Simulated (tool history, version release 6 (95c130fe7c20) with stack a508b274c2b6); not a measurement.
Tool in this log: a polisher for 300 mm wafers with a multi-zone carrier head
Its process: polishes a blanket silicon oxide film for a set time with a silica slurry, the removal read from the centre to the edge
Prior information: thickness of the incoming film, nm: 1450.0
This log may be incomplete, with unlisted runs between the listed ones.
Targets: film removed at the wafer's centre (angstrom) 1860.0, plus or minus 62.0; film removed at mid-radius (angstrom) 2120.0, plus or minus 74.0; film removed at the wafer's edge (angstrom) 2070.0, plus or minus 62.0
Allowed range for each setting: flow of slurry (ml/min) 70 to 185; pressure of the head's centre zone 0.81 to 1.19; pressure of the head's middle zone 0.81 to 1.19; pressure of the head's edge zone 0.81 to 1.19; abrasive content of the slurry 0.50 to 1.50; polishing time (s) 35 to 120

run  hour  flow of slurry (ml/min)  pressure of the head's centre zone  pressure of the head's middle zone  pressure of the head's edge zone  abrasive content of the slurry  polishing time (s)  film removed at the wafer's centre (angstrom)  film removed at mid-radius (angstrom)  film removed at the wafer's edge (angstrom)
  1   0.0                      120                                1.00                                1.00                              1.00                            1.00                  77                                         2513.7                                 2506.8                                       2484.1
  2   6.6                      115                                0.98                                0.99                              0.98                            1.00                  77                                         2442.7                                 2376.9                                       2441.8
  3  15.4                      110                                0.96                                1.01                              0.96                            1.00                  77                                         2359.0                                 2477.7                                       2379.5
  4  17.9                      110                                0.96                                1.07                              0.96                            1.00                  77                                         2392.0                                 2513.0                                       2405.6
  5  25.3                      105                                0.94                                1.05                              0.95                            1.00                  77                                         2299.6                                 2513.1                                       2375.1
  6  26.7                      105                                0.94                                1.05                              0.89                            1.00                  77                                         2249.9                                 2473.0                                       2337.3
  7  34.1                      100                                0.93                                1.04                              0.88                            1.00                  77                                         2255.6                                 2482.0                                       2286.5
  8  34.9                       80                                0.83                                0.94                              0.94                            0.80                  76                                         1618.7                                 1831.3                                       1921.3
  9  43.1                       85                                0.83                                0.95                              0.94                            0.80                  76                                         1655.4                                 1853.9                                       1928.7
 10  50.0                       90                                0.83                                0.96                              0.94                            0.80                  76                                         1673.2                                 1943.1                                       1964.5
 11  53.8                       95                                0.83                                0.96                              0.94                            0.80                  76                                         1714.8                                 1949.7                                       1982.1
 12  57.9                      100                                0.83                                0.96                              0.94                            0.80                  76                                         1726.6                                 1972.1                                       2006.0
 13  59.4                      105                                0.83                                0.96                              0.94                            0.80                  76                                         1745.1                                 1959.3                                       2024.5
 14  68.0                      110                                0.83                                0.97                              0.93                            0.80                  76                                         1782.8                                 2058.0                                       2052.3

Next run, 5 choices. One meets every target within its allowed miss, the rest don't. Which?
  A  76.6                      110                                0.81                                0.92                              0.95                            0.90                  70                                              ?                                      ?                                            ?
  B  76.6                       95                                0.85                                0.90                              0.93                            0.80                  80                                              ?                                      ?                                            ?
  C  76.6                      125                                0.82                                0.94                              1.02                            0.75                  74                                              ?                                      ?                                            ?
  D  76.6                      135                                0.82                                0.96                              0.89                            0.85                  74                                              ?                                      ?                                            ?
  E  76.6                      105                                0.82                                1.01                              0.97                            0.65                  86                                              ?                                      ?                                            ?

move  film removed at the wafer's centre (angstrom)  film removed at mid-radius (angstrom)  film removed at the wafer's edge (angstrom)
   A                                         1744.4                                 1965.8                                       2019.3
   B                                         1852.3                                 1967.7                                       2064.0
   C                                         1704.6                                 1924.6                                       1988.0
   D                                         1893.6                                 2171.6                                       2063.1
   E                                         1691.0                                 2038.7                                       1959.2
A: further off than the last run
B: meets the target for the result that was furthest off, but another lies outside its allowed miss
C: further off than the last run
D: every result lands within tolerance
E: further off than the last run
Move D is the one to make.

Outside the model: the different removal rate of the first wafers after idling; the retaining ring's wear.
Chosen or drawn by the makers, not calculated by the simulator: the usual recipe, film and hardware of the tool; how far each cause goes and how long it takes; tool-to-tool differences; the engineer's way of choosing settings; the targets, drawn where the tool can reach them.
